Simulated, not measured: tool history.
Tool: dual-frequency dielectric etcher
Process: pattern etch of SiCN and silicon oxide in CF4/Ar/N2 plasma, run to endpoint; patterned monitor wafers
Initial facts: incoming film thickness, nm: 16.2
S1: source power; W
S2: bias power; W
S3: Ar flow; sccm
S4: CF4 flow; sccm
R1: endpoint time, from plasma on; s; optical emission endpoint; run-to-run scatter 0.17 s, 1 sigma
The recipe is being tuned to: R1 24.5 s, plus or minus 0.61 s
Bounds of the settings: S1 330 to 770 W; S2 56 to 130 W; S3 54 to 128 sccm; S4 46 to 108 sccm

| run | hour | S1 | S2 | S3 | S4 | R1 |
|---|---|---|---|---|---|---|
| 1 | 0 | 550 | 93 | 91 | 77 | 15.416 |
| 2 | 6.4 | 530 | 90 | 92 | 76 | 16.02 |
| 3 | 11.3 | 530 | 90 | 107 | 76 | 16.242 |
| 4 | 14 | 530 | 90 | 107 | 88 | 16.285 |
| 5 | 19 | 530 | 90 | 96 | 88 | 16.112 |
| 6 | 26.3 | 470 | 90 | 96 | 88 | 17.92 |
| 7 | 32.5 | 450 | 88 | 96 | 88 | 18.952 |
| 8 | 39 | 440 | 87 | 96 | 88 | 19.44 |
| 9 | 47.3 | 430 | 86 | 96 | 88 | 20.011 |
| 10 | 49.1 | 420 | 86 | 96 | 88 | 20.427 |
| 11 | 56.7 | 330 | 77 | 100 | 86 | 27.46 |
| 12 | 64 | 340 | 77 | 100 | 86 | 26.745 |
| 13 | 71.8 | 400 | 78 | 100 | 86 | 22.512 |
| 14 | 75.6 | 380 | 78 | 100 | 86 | 23.443 |

Exactly one of the 4 candidate moves below puts every result within its allowed miss. Which one?
| A | 79.4 | 390 | 79 | 98 | 84 | ? |
| B | 79.4 | 350 | 75 | 94 | 88 | ? |
| C | 79.4 | 390 | 70 | 122 | 82 | ? |
| D | 79.4 | 330 | 87 | 96 | 102 | ? |

| move | R1 |
|---|---|
| A | 22.817 |
| B | 25.714 |
| C | 24.66 |
| D | 25.71 |
A: moves away from the targets compared with the last run
B: takes the result that was furthest off past its target
C: all results in spec
D: takes the result that was furthest off past its target
Go with C: it meets all targets.
